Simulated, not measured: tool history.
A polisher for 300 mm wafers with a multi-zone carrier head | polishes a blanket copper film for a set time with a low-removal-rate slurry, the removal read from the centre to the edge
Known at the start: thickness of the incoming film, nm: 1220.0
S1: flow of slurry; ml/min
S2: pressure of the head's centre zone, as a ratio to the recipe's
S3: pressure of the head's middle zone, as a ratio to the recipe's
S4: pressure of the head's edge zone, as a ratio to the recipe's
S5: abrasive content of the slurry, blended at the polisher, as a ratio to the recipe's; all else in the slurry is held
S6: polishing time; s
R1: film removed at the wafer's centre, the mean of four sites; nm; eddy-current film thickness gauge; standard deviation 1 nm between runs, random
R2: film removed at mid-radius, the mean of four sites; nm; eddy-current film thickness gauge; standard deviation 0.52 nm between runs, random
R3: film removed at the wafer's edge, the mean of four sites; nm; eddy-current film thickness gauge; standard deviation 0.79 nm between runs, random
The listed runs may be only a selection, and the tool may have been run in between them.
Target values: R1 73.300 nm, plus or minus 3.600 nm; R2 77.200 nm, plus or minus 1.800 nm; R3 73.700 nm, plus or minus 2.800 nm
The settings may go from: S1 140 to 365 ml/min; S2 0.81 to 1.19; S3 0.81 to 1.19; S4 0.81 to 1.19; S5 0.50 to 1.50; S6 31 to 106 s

{"run": 1, "day": 0.0, "S1": 235, "S2": 1.0, "S3": 1.0, "S4": 1.0, "S5": 1.0, "S6": 68, "R1": 134.45, "R2": 133.12, "R3": 132.13}
{"run": 2, "day": 0.296, "S1": 230, "S2": 0.98, "S3": 0.99, "S4": 0.96, "S5": 0.85, "S6": 61, "R1": 116.17, "R2": 115.31, "R3": 113.58}
{"run": 3, "day": 0.517, "S1": 230, "S2": 0.98, "S3": 0.99, "S4": 0.96, "S5": 0.85, "S6": 71, "R1": 131.19, "R2": 134.06, "R3": 131.48}
{"run": 4, "day": 0.704, "S1": 225, "S2": 0.96, "S3": 0.98, "S4": 0.93, "S5": 0.75, "S6": 63, "R1": 113.48, "R2": 116.86, "R3": 111.21}
{"run": 5, "day": 0.942, "S1": 225, "S2": 0.96, "S3": 0.98, "S4": 0.93, "S5": 0.9, "S6": 63, "R1": 113.44, "R2": 119.97, "R3": 118.57}
{"run": 6, "day": 1.096, "S1": 225, "S2": 1.03, "S3": 0.98, "S4": 0.93, "S5": 0.9, "S6": 63, "R1": 119.85, "R2": 119.2, "R3": 116.71}
{"run": 7, "day": 1.162, "S1": 215, "S2": 1.01, "S3": 0.97, "S4": 0.91, "S5": 0.8, "S6": 57, "R1": 106.27, "R2": 105.57, "R3": 101.7}
{"run": 8, "day": 1.329, "S1": 205, "S2": 0.98, "S3": 0.95, "S4": 0.89, "S5": 0.75, "S6": 54, "R1": 95.302, "R2": 95.054, "R3": 94.758}
{"run": 9, "day": 1.362, "S1": 205, "S2": 0.98, "S3": 0.95, "S4": 0.89, "S5": 0.75, "S6": 54, "R1": 96.574, "R2": 96.112, "R3": 93.153}
{"run": 10, "day": 1.654, "S1": 195, "S2": 0.95, "S3": 0.94, "S4": 0.87, "S5": 0.7, "S6": 52, "R1": 87.418, "R2": 89.214, "R3": 87.892}
{"run": 11, "day": 1.808, "S1": 215, "S2": 0.94, "S3": 0.96, "S4": 0.81, "S5": 0.5, "S6": 43, "R1": 69.23, "R2": 72.047, "R3": 66.431}
{"run": 12, "day": 2.046, "S1": 215, "S2": 0.94, "S3": 0.97, "S4": 0.84, "S5": 0.5, "S6": 43, "R1": 68.899, "R2": 72.68, "R3": 67.014}
{"run": 13, "day": 2.346, "S1": 215, "S2": 0.94, "S3": 0.98, "S4": 0.87, "S5": 0.5, "S6": 43, "R1": 67.881, "R2": 73.548, "R3": 69.836}
{"run": 14, "day": 2.612, "S1": 220, "S2": 0.95, "S3": 0.99, "S4": 0.88, "S5": 0.5, "S6": 43, "R1": 70.762, "R2": 73.841, "R3": 70.024}
{"run": 15, "day": 2.888, "S1": 220, "S2": 0.95, "S3": 1.0, "S4": 0.89, "S5": 0.5, "S6": 43, "R1": 68.326, "R2": 74.732, "R3": 70.474}
{"run": 16, "day": 3.158, "S1": 225, "S2": 0.96, "S3": 1.0, "S4": 0.9, "S5": 0.5, "S6": 43, "R1": 70.016, "R2": 74.499, "R3": 71.905}
{"run": 17, "day": 3.462, "S1": 230, "S2": 0.97, "S3": 1.01, "S4": 0.9, "S5": 0.5, "S6": 43, "R1": 70.329, "R2": 76.154, "R3": 70.73}
{"run": 18, "day": 3.717, "S1": 230, "S2": 0.98, "S3": 1.01, "S4": 0.91, "S5": 0.5, "S6": 43, "R1": 69.492, "R2": 75.773, "R3": 70.113}
{"run": 19, "day": 3.929, "S1": 230, "S2": 0.99, "S3": 1.0, "S4": 0.92, "S5": 0.5, "S6": 43, "R1": 72.07, "R2": 74.465, "R3": 70.528}

Which of these 5 next moves meets every target?
{"run": "A", "day": 4.142, "S1": 140, "S2": 0.86, "S3": 0.91, "S4": 1.06, "S5": 0.8, "S6": 45, "R1": "?", "R2": "?", "R3": "?"}
{"run": "B", "day": 4.142, "S1": 220, "S2": 1.03, "S3": 1.11, "S4": 0.84, "S5": 0.6, "S6": 40, "R1": "?", "R2": "?", "R3": "?"}
{"run": "C", "day": 4.142, "S1": 285, "S2": 1.01, "S3": 1.02, "S4": 0.96, "S5": 0.7, "S6": 43, "R1": "?", "R2": "?", "R3": "?"}
{"run": "D", "day": 4.142, "S1": 325, "S2": 0.95, "S3": 0.99, "S4": 0.94, "S5": 0.5, "S6": 43, "R1": "?", "R2": "?", "R3": "?"}
{"run": "E", "day": 4.142, "S1": 160, "S2": 0.96, "S3": 0.99, "S4": 1.05, "S5": 0.95, "S6": 42, "R1": "?", "R2": "?", "R3": "?"}

move=A R1=64.749 R2=71.476 R3=82.169
move=B R1=71.757 R2=77.205 R3=65.687
move=C R1=80.478 R2=81.948 R3=79.155
move=D R1=72.277 R2=76.276 R3=74.590
move=E R1=72.082 R2=76.070 R3=80.429
A: lands further from the targets than the last run did
B: the furthest-off result lands on target, but another misses its tolerance
C: carries the result that was furthest off beyond its target, to the other side
D: every result lands within tolerance
E: the furthest-off result lands on target, but another misses its tolerance
D meets every target.

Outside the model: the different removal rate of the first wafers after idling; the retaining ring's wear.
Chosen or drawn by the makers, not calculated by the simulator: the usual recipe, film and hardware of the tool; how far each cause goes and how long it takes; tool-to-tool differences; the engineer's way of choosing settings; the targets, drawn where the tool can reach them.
